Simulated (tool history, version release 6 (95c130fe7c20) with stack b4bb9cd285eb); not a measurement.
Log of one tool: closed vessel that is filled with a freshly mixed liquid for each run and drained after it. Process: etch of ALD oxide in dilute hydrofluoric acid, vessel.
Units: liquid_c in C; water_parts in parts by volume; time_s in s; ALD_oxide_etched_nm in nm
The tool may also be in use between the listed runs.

run	hour	liquid_c	water_parts	time_s	ALD_oxide_etched_nm
1	0	22	195	45	4.2402
2	8.1	22	195	35	3.2482
3	13	24.5	165	35	4.304
4	17.3	26	140	35	5.621
5	22.4	26	140	35	5.6741
6	26.4	27	135	35	6.1522
7	33.8	28	135	35	6.3845

Run 8 comes next. What will it give?
8	35.8	28.5	135	35	?

Run 8 gave ALD_oxide_etched_nm 6.4352 nm.
